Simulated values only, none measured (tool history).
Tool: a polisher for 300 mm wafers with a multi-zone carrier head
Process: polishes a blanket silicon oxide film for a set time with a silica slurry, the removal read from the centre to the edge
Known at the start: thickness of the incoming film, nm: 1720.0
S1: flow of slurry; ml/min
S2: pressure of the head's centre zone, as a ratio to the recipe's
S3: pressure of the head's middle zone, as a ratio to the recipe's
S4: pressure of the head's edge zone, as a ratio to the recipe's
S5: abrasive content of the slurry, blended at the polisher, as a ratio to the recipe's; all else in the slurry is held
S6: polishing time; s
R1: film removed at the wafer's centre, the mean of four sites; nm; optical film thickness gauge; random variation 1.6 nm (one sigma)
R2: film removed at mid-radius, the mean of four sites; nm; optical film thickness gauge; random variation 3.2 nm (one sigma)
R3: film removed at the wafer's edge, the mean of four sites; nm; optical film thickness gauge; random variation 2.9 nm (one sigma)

{"run": 1, "hour": 0.0, "S1": 220, "S2": 1, "S3": 1, "S4": 1, "S5": 1, "S6": 60, "R1": 177.11, "R2": 174.93, "R3": 168.31}
{"run": 2, "hour": 8.4, "S1": 225, "S2": 0.99, "S3": 1.05, "S4": 1.05, "S5": 1.15, "S6": 61, "R1": 186.89, "R2": 194.67, "R3": 179.94}
{"run": 3, "hour": 16.5, "S1": 225, "S2": 0.99, "S3": 1.11, "S4": 1.05, "S5": 1.15, "S6": 61, "R1": 186.04, "R2": 205.23, "R3": 186.29}
{"run": 4, "hour": 21.1, "S1": 225, "S2": 0.99, "S3": 1.11, "S4": 1.05, "S5": 1.25, "S6": 61, "R1": 190.44, "R2": 211.96, "R3": 191.84}
{"run": 5, "hour": 25.8, "S1": 230, "S2": 1, "S3": 1.13, "S4": 1.08, "S5": 1.35, "S6": 62, "R1": 203.05, "R2": 223.22, "R3": 202.69}
{"run": 6, "hour": 28.0, "S1": 235, "S2": 0.99, "S3": 1.15, "S4": 1.1, "S5": 1.4, "S6": 64, "R1": 208.82, "R2": 232.14, "R3": 211.29}
{"run": 7, "hour": 35.6, "S1": 230, "S2": 0.98, "S3": 1.16, "S4": 1.1, "S5": 1.45, "S6": 66, "R1": 219.69, "R2": 253.47, "R3": 215.77}
{"run": 8, "hour": 40.1, "S1": 230, "S2": 0.98, "S3": 1.16, "S4": 1.1, "S5": 1.45, "S6": 66, "R1": 217.07, "R2": 245.14, "R3": 220.22}

Forecast run 9:
{"run": 9, "hour": 46.4, "S1": 240, "S2": 0.97, "S3": 1.17, "S4": 1.11, "S5": 1.45, "S6": 67, "R1": "?", "R2": "?", "R3": "?"}

Run 9 gave R1 218.74 nm, R2 253.58 nm, R3 226.08 nm.

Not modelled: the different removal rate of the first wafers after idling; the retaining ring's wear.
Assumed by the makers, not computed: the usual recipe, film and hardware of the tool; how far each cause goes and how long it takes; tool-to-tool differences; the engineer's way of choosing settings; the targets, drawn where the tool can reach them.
